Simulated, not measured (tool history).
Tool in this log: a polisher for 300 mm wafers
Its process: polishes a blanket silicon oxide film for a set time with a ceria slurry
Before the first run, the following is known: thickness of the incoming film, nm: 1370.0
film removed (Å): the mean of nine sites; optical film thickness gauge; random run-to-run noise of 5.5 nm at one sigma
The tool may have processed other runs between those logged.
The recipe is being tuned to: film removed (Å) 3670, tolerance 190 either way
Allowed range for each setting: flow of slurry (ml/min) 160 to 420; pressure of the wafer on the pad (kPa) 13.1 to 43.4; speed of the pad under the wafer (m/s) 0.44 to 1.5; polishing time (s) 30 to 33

| run | hour | flow of slurry (ml/min) | pressure of the wafer on the pad (kPa) | speed of the pad under the wafer (m/s) | polishing time (s) | film removed (Å) |
|---|---|---|---|---|---|---|
| 1 | 0 | 270 | 28.3 | 0.96 | 33 | 2002.9 |
| 2 | 7 | 270 | 31.7 | 0.98 | 33 | 2285.7 |
| 3 | 7.8 | 325 | 31.7 | 0.98 | 33 | 2372 |
| 4 | 15.7 | 325 | 31.7 | 1.14 | 33 | 2673.6 |
|  | 18.6 | worn pad replaced by a new one |
| 5 | 18.6 | 325 | 31.7 | 0.96 | 33 | 2476.9 |
| 6 | 23.7 | 340 | 33.8 | 0.98 | 33 | 2633.1 |
| 7 | 30.6 | 345 | 35.9 | 0.98 | 33 | 2819.2 |
| 8 | 36.3 | 350 | 37.2 | 0.98 | 33 | 2929.8 |

4 next moves are on the table. One of them brings every result within its allowed miss. Which?
| A | 42 | 310 | 34.5 | 1.04 | 30 | ? |
| B | 42 | 260 | 36.5 | 1.32 | 33 | ? |
| C | 42 | 375 | 37.9 | 0.86 | 30 | ? |
| D | 42 | 355 | 42.7 | 1.22 | 33 | ? |

| move | film removed (Å) |
|---|---|
| A | 2542.7 |
| B | 3613 |
| C | 2393.3 |
| D | 4036.6 |
A: lands further from the targets than the last run did
B: every result within its allowed miss
C: lands further from the targets than the last run did
D: pushes the last run's worst result past its target
The move that meets every target is B.
